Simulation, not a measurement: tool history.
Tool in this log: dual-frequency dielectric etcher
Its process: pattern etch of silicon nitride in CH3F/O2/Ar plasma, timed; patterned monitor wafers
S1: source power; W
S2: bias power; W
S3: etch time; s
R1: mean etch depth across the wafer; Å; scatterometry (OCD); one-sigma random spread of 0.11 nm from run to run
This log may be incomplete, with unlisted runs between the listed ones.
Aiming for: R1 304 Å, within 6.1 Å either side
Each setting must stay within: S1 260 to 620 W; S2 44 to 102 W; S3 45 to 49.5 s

run    day   S1  S2    S3      R1
  1      0  440  73  49.5  368.64
  2  0.096  470  73  49.5  378.72
  3  0.158  420  69    49  350.77
  4  0.412  380  68    49  333.82
  5    0.6  380  68  49.5  336.88
  6  0.683  450  68  49.5  362.75
  7   0.95  400  67  49.5  343.75
     1.296  -- source power generator calibrated
  8  1.296  370  66  49.5  325.24
  9  1.346  350  66  49.5   318.9
 10   1.65  340  66  49.5  311.19

Of the 5 settings listed for the next run, only one would bring every result within its allowed miss of target. Which one?
  A  1.954  320  69    48   ?
  B  1.954  350  67  49.5   ?
  C  1.954  360  69    49   ?
  D  1.954  320  87    46   ?
  E  1.954  360  70    49   ?

move      R1
   A   302.9
   B  319.73
   C  324.09
   D  320.59
   E  326.07
A: all results land within tolerance of their targets
B: its largest miss is bigger than the last run's
C: its largest miss is bigger than the last run's
D: its largest miss is bigger than the last run's
E: its largest miss is bigger than the last run's
Move A is the one to make.

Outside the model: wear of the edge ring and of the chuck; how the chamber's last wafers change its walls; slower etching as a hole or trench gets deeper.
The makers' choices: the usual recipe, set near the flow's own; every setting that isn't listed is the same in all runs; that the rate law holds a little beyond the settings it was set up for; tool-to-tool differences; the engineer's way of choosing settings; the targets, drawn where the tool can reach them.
